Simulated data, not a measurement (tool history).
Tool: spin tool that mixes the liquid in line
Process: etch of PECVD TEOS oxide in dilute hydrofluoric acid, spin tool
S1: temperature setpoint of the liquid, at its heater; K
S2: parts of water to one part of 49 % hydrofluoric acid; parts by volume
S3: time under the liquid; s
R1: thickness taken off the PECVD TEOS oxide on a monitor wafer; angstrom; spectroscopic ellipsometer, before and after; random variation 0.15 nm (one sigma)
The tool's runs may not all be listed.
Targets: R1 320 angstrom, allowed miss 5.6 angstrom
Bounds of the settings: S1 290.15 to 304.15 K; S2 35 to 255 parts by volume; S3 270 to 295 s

run 1 hour=0 | S1=296.15 S2=145 S3=270 | R1=214.82
run 2 hour=8.9 | S1=298.15 S2=140 S3=270 | R1=239.35
run 3 hour=17.2 | S1=299.65 S2=135 S3=270 | R1=266.38
run 4 hour=23.4 | S1=299.65 S2=135 S3=270 | R1=266.41
run 5 hour=28.2 | S1=300.65 S2=135 S3=270 | R1=278.22
run 6 hour=31.3 | S1=298.65 S2=135 S3=270 | R1=257.51
run 7 hour=34.5 | S1=298.65 S2=135 S3=270 | R1=257.55
run 8 hour=37.4 | S1=300.15 S2=135 S3=270 | R1=272.67

Which of these 5 next moves meets every target?
run A hour=40.3 | S1=300.15 S2=120 S3=275 | R1=?
run B hour=40.3 | S1=297.65 S2=115 S3=270 | R1=?
run C hour=40.3 | S1=300.15 S2=150 S3=280 | R1=?
run D hour=40.3 | S1=294.65 S2=140 S3=270 | R1=?
run E hour=40.3 | S1=301.15 S2=140 S3=285 | R1=?

move=A R1=318.51
move=B R1=298.24
move=C R1=249.89
move=D R1=211.61
move=E R1=286.34
A: meets every target
B: nearer than the last run, and not there yet
C: further off than the last run
D: further off than the last run
E: nearer than the last run, and not there yet
Move A is the one to make.
